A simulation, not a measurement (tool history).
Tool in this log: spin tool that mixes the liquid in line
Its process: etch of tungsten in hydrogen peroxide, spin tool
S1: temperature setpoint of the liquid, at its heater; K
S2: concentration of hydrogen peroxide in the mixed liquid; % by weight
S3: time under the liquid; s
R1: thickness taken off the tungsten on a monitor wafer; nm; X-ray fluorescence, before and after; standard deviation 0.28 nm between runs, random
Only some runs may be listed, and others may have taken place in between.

run	hour	S1	S2	S3	R1
1	0.0	330.15	16.5	15	60.563
2	2.4	333.15	16.5	15	71.712
3	7.5	333.65	16.5	15	74.215
4	10.6	333.65	16.5	15	74.052
5	19.4	333.65	13.0	15	66.041
6	24.8	333.65	13.0	15	65.529
7	29.6	334.65	13.0	15	69.281

Run 8 comes next. What will it give?
8	33.1	335.65	13.0	15	?

{"run 8": {"R1": 73.818}}
